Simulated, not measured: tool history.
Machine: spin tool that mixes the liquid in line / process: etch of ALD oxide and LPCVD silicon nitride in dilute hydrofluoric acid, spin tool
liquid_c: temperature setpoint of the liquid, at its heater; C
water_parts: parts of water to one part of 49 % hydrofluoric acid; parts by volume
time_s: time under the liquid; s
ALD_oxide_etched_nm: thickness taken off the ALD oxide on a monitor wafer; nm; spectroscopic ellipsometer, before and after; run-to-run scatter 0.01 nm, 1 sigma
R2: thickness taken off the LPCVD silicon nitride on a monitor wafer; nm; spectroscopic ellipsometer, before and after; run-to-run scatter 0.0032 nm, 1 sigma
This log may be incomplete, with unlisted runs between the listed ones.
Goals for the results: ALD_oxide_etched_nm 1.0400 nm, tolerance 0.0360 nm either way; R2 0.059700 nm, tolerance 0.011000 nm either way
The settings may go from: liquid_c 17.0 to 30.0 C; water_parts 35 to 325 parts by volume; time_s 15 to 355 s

run 1 hour=0.0 | liquid_c=22.0 water_parts=180 time_s=180 | ALD_oxide_etched_nm=9.0437 R2=0.548750
run 2 hour=0.9 | liquid_c=22.0 water_parts=240 time_s=180 | ALD_oxide_etched_nm=6.4337 R2=0.417420
run 3 hour=4.9 | liquid_c=20.5 water_parts=260 time_s=140 | ALD_oxide_etched_nm=4.3148 R2=0.278320
run 4 hour=11.1 | liquid_c=19.5 water_parts=275 time_s=110 | ALD_oxide_etched_nm=2.9977 R2=0.199500
run 5 hour=14.2 | liquid_c=19.5 water_parts=275 time_s=150 | ALD_oxide_etched_nm=4.1817 R2=0.270390
run 6 hour=20.2 | liquid_c=19.0 water_parts=290 time_s=115 | ALD_oxide_etched_nm=2.9141 R2=0.166840
run 7 hour=27.2 | liquid_c=18.5 water_parts=300 time_s=90 | ALD_oxide_etched_nm=2.1407 R2=0.138070
run 8 hour=31.7 | liquid_c=18.0 water_parts=305 time_s=70 | ALD_oxide_etched_nm=1.6020 R2=0.096988
run 9 hour=39.1 | liquid_c=17.5 water_parts=310 time_s=60 | ALD_oxide_etched_nm=1.3130 R2=0.079821
run 10 hour=43.8 | liquid_c=17.5 water_parts=315 time_s=55 | ALD_oxide_etched_nm=1.1877 R2=0.077104

Next run, 4 choices. One meets every target within its allowed miss, the rest don't. Which?
run A hour=48.5 | liquid_c=17.0 water_parts=295 time_s=45 | ALD_oxide_etched_nm=? R2=?
run B hour=48.5 | liquid_c=17.0 water_parts=250 time_s=40 | ALD_oxide_etched_nm=? R2=?
run C hour=48.5 | liquid_c=17.0 water_parts=220 time_s=35 | ALD_oxide_etched_nm=? R2=?
run D hour=48.5 | liquid_c=17.0 water_parts=280 time_s=45 | ALD_oxide_etched_nm=? R2=?

move=A ALD_oxide_etched_nm=1.0395 R2=0.062594
move=B ALD_oxide_etched_nm=1.1302 R2=0.065151
move=C ALD_oxide_etched_nm=1.1519 R2=0.064420
move=D ALD_oxide_etched_nm=1.1082 R2=0.065783
A: every result within its allowed miss
B: nearer than the last run, and not there yet
C: nearer than the last run, and not there yet
D: nearer than the last run, and not there yet
So the answer is move A, the one that meets all the targets.
